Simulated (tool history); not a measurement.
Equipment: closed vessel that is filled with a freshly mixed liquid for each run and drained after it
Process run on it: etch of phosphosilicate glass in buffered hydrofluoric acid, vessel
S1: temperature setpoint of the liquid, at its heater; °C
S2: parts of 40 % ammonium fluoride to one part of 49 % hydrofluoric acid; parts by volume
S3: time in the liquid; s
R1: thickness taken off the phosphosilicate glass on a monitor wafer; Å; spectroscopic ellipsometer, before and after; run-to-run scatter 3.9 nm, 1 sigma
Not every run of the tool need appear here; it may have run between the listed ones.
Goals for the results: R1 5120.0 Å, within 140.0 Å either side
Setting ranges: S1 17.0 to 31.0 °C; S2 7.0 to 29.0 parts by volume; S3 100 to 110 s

run,hour,S1,S2,S3,R1
1,0.0,23.0,18.0,100,2651.0
2,7.5,24.0,17.5,100,2953.6
3,12.4,25.0,17.0,100,3191.2
4,14.6,27.5,17.0,100,3611.9
5,23.1,28.0,16.5,100,3860.6
6,28.7,30.0,16.5,100,4298.1
7,32.2,30.0,16.0,100,4343.4
8,35.0,30.0,15.5,100,4586.0
9,38.4,30.5,15.0,100,4828.7

Which one of the following 5 next-run settings gets every result inside its allowed miss? There is exactly one.
A,41.8,31.0,13.5,100,?
B,41.8,25.5,12.0,110,?
C,41.8,31.0,14.5,105,?
D,41.8,31.0,15.0,110,?
E,41.8,31.0,18.0,110,?

move,R1
A,5425.9
B,5000.5
C,5312.4
D,5383.6
E,4502.1
A: takes the result that was furthest off past its target
B: all results in spec
C: takes the result that was furthest off past its target
D: takes the result that was furthest off past its target
E: its largest miss is bigger than the last run's
B is the move that brings every result within its allowed miss.

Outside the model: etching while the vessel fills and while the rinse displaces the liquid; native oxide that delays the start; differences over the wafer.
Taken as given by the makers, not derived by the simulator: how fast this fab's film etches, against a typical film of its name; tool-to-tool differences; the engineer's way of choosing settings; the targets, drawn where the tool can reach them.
